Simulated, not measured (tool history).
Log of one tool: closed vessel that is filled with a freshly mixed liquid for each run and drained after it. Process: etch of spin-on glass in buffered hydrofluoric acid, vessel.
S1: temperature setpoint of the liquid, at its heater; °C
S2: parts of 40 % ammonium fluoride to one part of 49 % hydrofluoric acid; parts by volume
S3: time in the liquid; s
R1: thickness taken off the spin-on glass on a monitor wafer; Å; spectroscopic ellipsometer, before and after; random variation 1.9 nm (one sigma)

run 1 hour=0 | S1=23 S2=14.5 S3=105 | R1=2844.3
run 2 hour=3 | S1=21 S2=14.5 S3=105 | R1=2568.5
run 3 hour=5 | S1=20.5 S2=14.5 S3=105 | R1=2507.5
run 4 hour=12.8 | S1=24 S2=14.5 S3=105 | R1=3043.8
run 5 hour=19.8 | S1=22.5 S2=14.5 S3=105 | R1=2807.9
run 6 hour=22.5 | S1=22.5 S2=14.5 S3=110 | R1=2905.3
run 7 hour=27 | S1=21.5 S2=14.5 S3=110 | R1=2770.5

Forecast run 8:
run 8 hour=34.1 | S1=20.5 S2=14.5 S3=110 | R1=?

R1: 2637 Å

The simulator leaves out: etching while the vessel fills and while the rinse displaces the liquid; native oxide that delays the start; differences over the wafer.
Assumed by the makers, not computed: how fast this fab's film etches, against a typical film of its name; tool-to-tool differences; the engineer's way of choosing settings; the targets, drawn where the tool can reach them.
